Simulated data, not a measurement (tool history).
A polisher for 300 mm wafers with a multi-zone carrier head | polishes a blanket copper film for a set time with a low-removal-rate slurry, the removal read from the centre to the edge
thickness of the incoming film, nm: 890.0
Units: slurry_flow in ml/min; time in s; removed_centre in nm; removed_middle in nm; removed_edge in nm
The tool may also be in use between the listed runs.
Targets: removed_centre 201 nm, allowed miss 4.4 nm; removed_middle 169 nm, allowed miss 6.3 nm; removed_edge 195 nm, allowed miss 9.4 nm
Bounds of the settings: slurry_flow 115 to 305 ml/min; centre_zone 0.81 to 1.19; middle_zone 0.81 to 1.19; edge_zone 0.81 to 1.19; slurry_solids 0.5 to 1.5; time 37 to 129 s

{"run": 1, "hour": 0.0, "slurry_flow": 195, "centre_zone": 1, "middle_zone": 1, "edge_zone": 1, "slurry_solids": 1, "time": 83, "removed_centre": 260.72, "removed_middle": 266.47, "removed_edge": 257.66}
{"run": 2, "hour": 5.1, "slurry_flow": 185, "centre_zone": 1.01, "middle_zone": 0.95, "edge_zone": 1, "slurry_solids": 0.9, "time": 80, "removed_centre": 244.18, "removed_middle": 238.22, "removed_edge": 252.91}
{"run": 3, "hour": 6.9, "slurry_flow": 185, "centre_zone": 1.06, "middle_zone": 0.95, "edge_zone": 1, "slurry_solids": 0.9, "time": 80, "removed_centre": 259.61, "removed_middle": 240.6, "removed_edge": 253.5}
{"run": 4, "hour": 13.7, "slurry_flow": 195, "centre_zone": 1.06, "middle_zone": 0.92, "edge_zone": 0.96, "slurry_solids": 0.8, "time": 76, "removed_centre": 243.62, "removed_middle": 221.88, "removed_edge": 227.67}
{"run": 5, "hour": 14.8, "slurry_flow": 195, "centre_zone": 1.06, "middle_zone": 0.96, "edge_zone": 0.96, "slurry_solids": 0.8, "time": 76, "removed_centre": 242.58, "removed_middle": 221.73, "removed_edge": 224.74}
{"run": 6, "hour": 18.1, "slurry_flow": 180, "centre_zone": 1.06, "middle_zone": 0.93, "edge_zone": 0.94, "slurry_solids": 0.7, "time": 75, "removed_centre": 228.97, "removed_middle": 207.99, "removed_edge": 212.96}
{"run": 7, "hour": 26.7, "slurry_flow": 165, "centre_zone": 1.06, "middle_zone": 0.9, "edge_zone": 0.94, "slurry_solids": 0.65, "time": 74, "removed_centre": 217.55, "removed_middle": 198.1, "removed_edge": 209.86}
{"run": 8, "hour": 29.5, "slurry_flow": 165, "centre_zone": 1.1, "middle_zone": 0.81, "edge_zone": 0.94, "slurry_solids": 0.5, "time": 68, "removed_centre": 199.33, "removed_middle": 153.54, "removed_edge": 179.33}
{"run": 9, "hour": 31.1, "slurry_flow": 165, "centre_zone": 1.09, "middle_zone": 0.83, "edge_zone": 0.96, "slurry_solids": 0.5, "time": 68, "removed_centre": 195.62, "removed_middle": 159.18, "removed_edge": 182.09}
{"run": 10, "hour": 38.1, "slurry_flow": 170, "centre_zone": 1.09, "middle_zone": 0.84, "edge_zone": 0.98, "slurry_solids": 0.5, "time": 68, "removed_centre": 195.96, "removed_middle": 158.69, "removed_edge": 183.7}
{"run": 11, "hour": 42.8, "slurry_flow": 175, "centre_zone": 1.09, "middle_zone": 0.85, "edge_zone": 0.99, "slurry_solids": 0.5, "time": 68, "removed_centre": 196.77, "removed_middle": 165.98, "removed_edge": 182.42}
{"run": 12, "hour": 49.7, "slurry_flow": 175, "centre_zone": 1.09, "middle_zone": 0.85, "edge_zone": 0.99, "slurry_solids": 0.5, "time": 68, "removed_centre": 198.53, "removed_middle": 162.26, "removed_edge": 185.04}
{"run": 13, "hour": 54.8, "slurry_flow": 175, "centre_zone": 1.09, "middle_zone": 0.86, "edge_zone": 1, "slurry_solids": 0.5, "time": 68, "removed_centre": 198.94, "removed_middle": 166.58, "removed_edge": 184.68}

Which of these 4 next moves meets every target?
{"run": "A", "hour": 59.9, "slurry_flow": 175, "centre_zone": 1.06, "middle_zone": 0.93, "edge_zone": 1.02, "slurry_solids": 0.5, "time": 71, "removed_centre": "?", "removed_middle": "?", "removed_edge": "?"}
{"run": "B", "hour": 59.9, "slurry_flow": 205, "centre_zone": 1.04, "middle_zone": 0.82, "edge_zone": 0.97, "slurry_solids": 0.65, "time": 67, "removed_centre": "?", "removed_middle": "?", "removed_edge": "?"}
{"run": "C", "hour": 59.9, "slurry_flow": 230, "centre_zone": 1.19, "middle_zone": 0.81, "edge_zone": 1, "slurry_solids": 0.5, "time": 64, "removed_centre": "?", "removed_middle": "?", "removed_edge": "?"}
{"run": "D", "hour": 59.9, "slurry_flow": 185, "centre_zone": 1.1, "middle_zone": 0.91, "edge_zone": 1.07, "slurry_solids": 0.55, "time": 64, "removed_centre": "?", "removed_middle": "?", "removed_edge": "?"}

move=A removed_centre=197.95 removed_middle=184.24 removed_edge=196.75
move=B removed_centre=198.84 removed_middle=169.67 removed_edge=195.8
move=C removed_centre=210.22 removed_middle=154.67 removed_edge=181.95
move=D removed_centre=190.83 removed_middle=167.83 removed_edge=185.83
A: brings the result that was furthest off to its target, and leaves another outside
B: meets every target
C: further off than the last run
D: brings the result that was furthest off to its target, and leaves another outside
The right move is B.

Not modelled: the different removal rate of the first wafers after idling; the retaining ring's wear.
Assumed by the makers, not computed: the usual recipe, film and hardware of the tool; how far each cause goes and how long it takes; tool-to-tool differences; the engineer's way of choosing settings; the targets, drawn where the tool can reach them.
